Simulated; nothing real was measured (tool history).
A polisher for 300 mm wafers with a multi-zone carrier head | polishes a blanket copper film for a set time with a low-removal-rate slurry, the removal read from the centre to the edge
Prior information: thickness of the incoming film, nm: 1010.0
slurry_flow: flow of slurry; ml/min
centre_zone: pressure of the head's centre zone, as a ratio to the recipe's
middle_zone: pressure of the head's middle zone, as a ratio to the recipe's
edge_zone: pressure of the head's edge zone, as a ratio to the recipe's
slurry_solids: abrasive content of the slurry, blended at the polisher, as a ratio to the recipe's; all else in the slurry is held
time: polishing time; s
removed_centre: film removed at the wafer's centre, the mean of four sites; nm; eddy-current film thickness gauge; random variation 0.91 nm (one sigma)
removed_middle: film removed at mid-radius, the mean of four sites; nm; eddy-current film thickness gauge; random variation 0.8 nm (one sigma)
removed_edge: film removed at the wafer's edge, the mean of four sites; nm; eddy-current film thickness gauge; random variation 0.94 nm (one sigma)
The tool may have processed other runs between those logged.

| run | day | slurry_flow | centre_zone | middle_zone | edge_zone | slurry_solids | time | removed_centre | removed_middle | removed_edge |
|---|---|---|---|---|---|---|---|---|---|---|
| 1 | 0.000 | 305 | 1.00 | 1.00 | 1.00 | 1.00 | 31 | 60.242 | 59.783 | 59.099 |
| 2 | 0.338 | 305 | 1.00 | 1.00 | 0.92 | 1.00 | 31 | 62.084 | 59.748 | 56.874 |
| 3 | 0.683 | 305 | 1.08 | 1.00 | 0.92 | 1.00 | 31 | 66.462 | 58.914 | 56.902 |
| 4 | 0.921 | 305 | 1.08 | 1.00 | 0.83 | 1.00 | 31 | 66.777 | 61.012 | 54.486 |
| 5 | 1.129 | 305 | 1.08 | 0.93 | 0.83 | 1.00 | 31 | 66.699 | 56.234 | 52.666 |
| 6 | 1.283 | 280 | 1.08 | 0.93 | 0.83 | 1.00 | 31 | 65.893 | 56.139 | 53.751 |
| 7 | 1.325 | 270 | 1.06 | 0.96 | 0.84 | 1.05 | 32 | 65.935 | 60.204 | 55.225 |

The next listed run, before its measurement:
| 8 | 1.550 | 275 | 1.05 | 0.99 | 0.87 | 1.10 | 33 | ? | ? | ? |

{"run 8": {"removed_centre": 68.521, "removed_middle": 64.639, "removed_edge": 60.088}}
